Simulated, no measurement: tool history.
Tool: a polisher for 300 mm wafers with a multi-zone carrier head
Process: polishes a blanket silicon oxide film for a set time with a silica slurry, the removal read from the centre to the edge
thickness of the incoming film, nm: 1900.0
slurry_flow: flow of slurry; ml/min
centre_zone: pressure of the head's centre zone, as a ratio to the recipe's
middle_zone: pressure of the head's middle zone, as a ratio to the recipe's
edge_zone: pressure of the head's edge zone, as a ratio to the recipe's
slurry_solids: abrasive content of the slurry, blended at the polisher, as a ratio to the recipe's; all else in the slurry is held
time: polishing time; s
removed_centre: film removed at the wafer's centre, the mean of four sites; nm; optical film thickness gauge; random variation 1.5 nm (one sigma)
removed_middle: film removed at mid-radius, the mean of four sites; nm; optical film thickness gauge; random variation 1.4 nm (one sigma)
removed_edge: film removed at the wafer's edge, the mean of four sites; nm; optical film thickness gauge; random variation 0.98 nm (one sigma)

run,hour,slurry_flow,centre_zone,middle_zone,edge_zone,slurry_solids,time,removed_centre,removed_middle,removed_edge
1,0,230,1,1,1,1,58,104.99,106.77,105.66
2,7.2,240,0.99,1.03,1.03,1.05,58,102.49,110.97,110.35
3,12.5,245,1,1.05,1.04,1.1,58,108.84,116.39,113.69
4,20,245,1,1.02,1.04,1.1,58,110.25,114.75,111.17
5,27.7,300,1,1.02,1.04,1.1,58,113.45,114.3,113.26
6,31.6,295,0.99,1.04,1.05,1.1,58,109.93,117.42,115.3
7,34.9,295,0.99,1.06,1.06,1.1,58,110.7,119.01,116.28
8,37.8,295,0.99,1.08,1.07,1.1,58,109.29,121.8,114.45

Forecast run 9:
9,41.4,295,0.98,1.08,1.08,1.15,58,?,?,?

Run 9 gave removed_centre 114.41 nm, removed_middle 124.74 nm, removed_edge 119.78 nm.
